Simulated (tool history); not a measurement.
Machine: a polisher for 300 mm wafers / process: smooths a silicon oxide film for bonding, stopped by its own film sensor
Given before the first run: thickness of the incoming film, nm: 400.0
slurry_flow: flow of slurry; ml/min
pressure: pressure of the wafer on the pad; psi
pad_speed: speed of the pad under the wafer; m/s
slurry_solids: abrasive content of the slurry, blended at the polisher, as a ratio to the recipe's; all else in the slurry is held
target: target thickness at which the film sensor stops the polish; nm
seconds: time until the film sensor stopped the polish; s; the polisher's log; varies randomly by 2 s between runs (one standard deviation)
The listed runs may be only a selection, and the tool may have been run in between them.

Run 1, hour 0: slurry_flow 295 ml/min, pressure 2.3 psi, pad_speed 0.82 m/s, slurry_solids 1, target 317 nm. Result: seconds 102.3 s.
Run 2, hour 5.8: slurry_flow 295 ml/min, pressure 2.3 psi, pad_speed 0.82 m/s, slurry_solids 0.85, target 317 nm. Result: seconds 114.52 s.
Run 3, hour 6.8: slurry_flow 295 ml/min, pressure 2.6 psi, pad_speed 0.82 m/s, slurry_solids 0.85, target 317 nm. Result: seconds 103.86 s.
Run 4, hour 9.9: slurry_flow 295 ml/min, pressure 2.6 psi, pad_speed 0.82 m/s, slurry_solids 0.85, target 313 nm. Result: seconds 106.05 s.
Run 5, hour 15.2: slurry_flow 320 ml/min, pressure 2.6 psi, pad_speed 0.82 m/s, slurry_solids 0.85, target 313 nm. Result: seconds 105.29 s.
Run 6, hour 17.5: slurry_flow 315 ml/min, pressure 2.4 psi, pad_speed 0.82 m/s, slurry_solids 0.85, target 313 nm. Result: seconds 118.44 s.
Run 7, hour 22.3: slurry_flow 315 ml/min, pressure 2.3 psi, pad_speed 0.82 m/s, slurry_solids 0.85, target 313 nm. Result: seconds 122.2 s.
Run 8, hour 28.2: slurry_flow 315 ml/min, pressure 2.2 psi, pad_speed 0.82 m/s, slurry_solids 0.85, target 313 nm. Result: seconds 125.52 s.
Run 9, hour 32.5: slurry_flow 315 ml/min, pressure 2.1 psi, pad_speed 0.82 m/s, slurry_solids 0.85, target 313 nm. Result: seconds 133.05 s.
Run 10, hour 35.8: slurry_flow 315 ml/min, pressure 2 psi, pad_speed 0.82 m/s, slurry_solids 0.85, target 313 nm. Result: seconds 135.58 s.
Run 11, hour 36.5: slurry_flow 315 ml/min, pressure 1.9 psi, pad_speed 0.82 m/s, slurry_solids 0.85, target 313 nm. Result: seconds 149.08 s.

Expected results for the next run?
Run 12, hour 40.9: slurry_flow 315 ml/min, pressure 1.7 psi, pad_speed 0.82 m/s, slurry_solids 0.85, target 313 nm. Result: seconds ?.

{"run 12": {"seconds": 163.4}}
